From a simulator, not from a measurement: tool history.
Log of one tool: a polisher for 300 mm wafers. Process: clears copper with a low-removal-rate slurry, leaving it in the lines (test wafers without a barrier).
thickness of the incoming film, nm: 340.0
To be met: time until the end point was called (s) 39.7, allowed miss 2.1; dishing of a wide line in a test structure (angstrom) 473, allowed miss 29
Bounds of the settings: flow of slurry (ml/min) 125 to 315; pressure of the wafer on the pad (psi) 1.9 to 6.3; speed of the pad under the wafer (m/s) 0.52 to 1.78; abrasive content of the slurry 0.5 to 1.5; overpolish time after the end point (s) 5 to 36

run    day  flow of slurry (ml/min)  pressure of the wafer on the pad (psi)  speed of the pad under the wafer (m/s)  abrasive content of the slurry  overpolish time after the end point (s)  time until the end point was called (s)  dishing of a wide line in a test structure (angstrom)
  1      0                      205                                     4.1                                    1.14                               1                                       18                                   71.457                                                 640.29
  2  0.117                      205                                     3.7                                    1.14                               1                                       18                                   78.392                                                 604.66
  3   0.35                      205                                     4.3                                    1.14                               1                                       15                                   68.772                                                 576.03
  4  0.412                      205                                     4.8                                    1.16                               1                                       13                                   61.351                                                 553.29
  5  0.483                      205                                     4.2                                    1.16                               1                                       13                                   68.281                                                 515.13
  6  0.546                      205                                     4.2                                    1.16                            0.85                                       13                                   69.138                                                  470.6
  7  0.771                      205                                     5.3                                    1.26                             0.6                                        5                                   54.513                                                 252.12
  8  0.975                      205                                     5.3                                    1.32                             0.7                                        6                                   51.914                                                 326.13
  9  1.292                      205                                     5.5                                    1.36                            0.75                                        6                                   47.508                                                 359.29
 10  1.396                      205                                     5.6                                    1.38                             0.8                                        6                                   46.684                                                  358.8
 11  1.517                      205                                     5.7                                     1.4                            0.85                                        6                                   45.717                                                 373.72
 12  1.825                      205                                     5.8                                    1.42                             0.9                                        6                                   43.376                                                  379.2
 13  2.092                      205                                     5.9                                    1.44                            0.95                                        6                                   41.978                                                 396.41
 14  2.133                      205                                     5.9                                    1.44                               1                                        6                                   41.694                                                 391.54

Which of these 4 next moves meets every target?
  A  2.175                      175                                     5.8                                    1.56                             0.9                                        7                                        ?                                                      ?
  B  2.175                      160                                     6.3                                    1.38                             1.1                                        5                                        ?                                                      ?
  C  2.175                      125                                       5                                    1.64                            1.05                                        8                                        ?                                                      ?
  D  2.175                      200                                     5.8                                    1.36                            0.95                                        7                                        ?                                                      ?

move  time until the end point was called (s)  dishing of a wide line in a test structure (angstrom)
   A                                   40.459                                                 471.71
   B                                   41.509                                                 341.68
   C                                   45.465                                                 476.15
   D                                   44.919                                                 430.12
A: meets every target
B: further off than the last run
C: brings the result that was furthest off to its target, and leaves another outside
D: nearer than the last run, and not there yet
Answer: A
